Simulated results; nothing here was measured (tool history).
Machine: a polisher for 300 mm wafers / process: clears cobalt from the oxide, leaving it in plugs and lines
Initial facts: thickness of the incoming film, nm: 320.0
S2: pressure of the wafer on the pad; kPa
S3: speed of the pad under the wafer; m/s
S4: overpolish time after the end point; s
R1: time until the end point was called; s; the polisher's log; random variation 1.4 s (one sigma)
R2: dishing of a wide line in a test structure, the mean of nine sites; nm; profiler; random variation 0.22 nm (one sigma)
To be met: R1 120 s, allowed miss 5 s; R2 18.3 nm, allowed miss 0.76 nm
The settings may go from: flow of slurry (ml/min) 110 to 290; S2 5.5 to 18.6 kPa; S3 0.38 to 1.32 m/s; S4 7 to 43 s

run 1 hour=0 | flow_of_slurry_(ml/min)=185 S2=11.7 S3=0.84 S4=22 | R1=90.622 R2=20.214
run 2 hour=2.3 | flow_of_slurry_(ml/min)=185 S2=10.3 S3=0.84 S4=22 | R1=100.46 R2=20.688
run 3 hour=10.9 | flow_of_slurry_(ml/min)=180 S2=11 S3=0.74 S4=17 | R1=105.57 R2=19.397
run 4 hour=19.8 | flow_of_slurry_(ml/min)=180 S2=11 S3=0.74 S4=13 | R1=104.72 R2=17.934
run 5 hour=27.2 | flow_of_slurry_(ml/min)=180 S2=10.3 S3=0.74 S4=13 | R1=113.83 R2=17.849
run 6 hour=28.7 | flow_of_slurry_(ml/min)=180 S2=11.7 S3=0.74 S4=13 | R1=98.394 R2=18.462
run 7 hour=36.3 | flow_of_slurry_(ml/min)=180 S2=11.7 S3=0.74 S4=13 | R1=100.16 R2=17.914
run 8 hour=37.2 | flow_of_slurry_(ml/min)=180 S2=11 S3=0.74 S4=13 | R1=105.31 R2=17.912
run 9 hour=39.7 | flow_of_slurry_(ml/min)=180 S2=10.3 S3=0.74 S4=14 | R1=111.52 R2=17.95
run 10 hour=43.9 | flow_of_slurry_(ml/min)=180 S2=10.3 S3=0.74 S4=15 | R1=108.59 R2=18.309

Consider the 4 candidate settings below. Which is the only one whose results all fall within their allowed miss of target?
run A hour=48.1 | flow_of_slurry_(ml/min)=210 S2=11.7 S3=0.5 S4=16 | R1=? R2=?
run B hour=48.1 | flow_of_slurry_(ml/min)=235 S2=9.7 S3=0.7 S4=15 | R1=? R2=?
run C hour=48.1 | flow_of_slurry_(ml/min)=180 S2=10.3 S3=0.78 S4=15 | R1=? R2=?
run D hour=48.1 | flow_of_slurry_(ml/min)=190 S2=10.3 S3=0.86 S4=13 | R1=? R2=?

move=A R1=128.26 R2=17.537
move=B R1=116.19 R2=17.701
move=C R1=104.6 R2=18.208
move=D R1=96.084 R2=17.882
A: takes the result that was furthest off past its target
B: hits every target within its allowed miss
C: moves away from the targets compared with the last run
D: moves away from the targets compared with the last run
Move B is the one to make.
